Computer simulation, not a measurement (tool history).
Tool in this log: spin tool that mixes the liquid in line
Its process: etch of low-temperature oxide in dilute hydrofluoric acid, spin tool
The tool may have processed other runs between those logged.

run,hour,temperature setpoint of the liquid (C),parts of water to one part of 49 % hydrofluoric acid (parts by volume),time under the liquid (s),thickness taken off the low-temperature oxide on a monitor wafer (nm)
1,0,24,235,310,10.981
2,4.8,22,235,310,10.373
3,7.8,20.5,240,310,9.4058
4,10.5,23.5,240,310,10.502
5,17.1,20.5,240,310,9.439
6,23.7,20.5,280,310,7.7469

Estimate the outcome of run 7 from the log above:
7,28.5,20.5,280,310,?

Logged for run 7: thickness taken off the low-temperature oxide on a monitor wafer (nm) 7.7653.
